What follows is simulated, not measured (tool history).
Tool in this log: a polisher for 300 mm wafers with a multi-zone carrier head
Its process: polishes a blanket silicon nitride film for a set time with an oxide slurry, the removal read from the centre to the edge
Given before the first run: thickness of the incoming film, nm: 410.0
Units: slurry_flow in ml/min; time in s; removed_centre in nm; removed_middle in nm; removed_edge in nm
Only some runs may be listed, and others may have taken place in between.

| run | hour | slurry_flow | centre_zone | middle_zone | edge_zone | slurry_solids | time | removed_centre | removed_middle | removed_edge |
|---|---|---|---|---|---|---|---|---|---|---|
| 1 | 0 | 280 | 1 | 1 | 1 | 1 | 45 | 33.061 | 32.565 | 32.234 |
| 2 | 4.5 | 280 | 1 | 1 | 1 | 1 | 53 | 38.593 | 37.825 | 38.352 |
| 3 | 11.4 | 280 | 0.98 | 0.98 | 0.96 | 0.9 | 53 | 36.474 | 36.263 | 35.794 |
| 4 | 18.8 | 270 | 0.95 | 0.94 | 0.93 | 0.8 | 53 | 33.464 | 32.468 | 33.179 |
| 5 | 19.6 | 260 | 0.93 | 0.93 | 0.9 | 0.8 | 53 | 31.87 | 31.904 | 33.132 |
| 6 | 23.4 | 260 | 0.93 | 0.87 | 0.9 | 0.8 | 53 | 32.82 | 30.91 | 32.815 |
| 7 | 25.5 | 265 | 0.93 | 0.89 | 0.87 | 0.75 | 53 | 31.468 | 30.757 | 31.78 |

Estimate the outcome of run 8 from the log above:
|  | 30.3 | worn pad replaced by a new one |
| 8 | 30.3 | 235 | 0.95 | 0.91 | 0.81 | 0.65 | 53 | ? | ? | ? |

{"run 8": {"removed_centre": 31.299, "removed_middle": 30.61, "removed_edge": 29.372}}

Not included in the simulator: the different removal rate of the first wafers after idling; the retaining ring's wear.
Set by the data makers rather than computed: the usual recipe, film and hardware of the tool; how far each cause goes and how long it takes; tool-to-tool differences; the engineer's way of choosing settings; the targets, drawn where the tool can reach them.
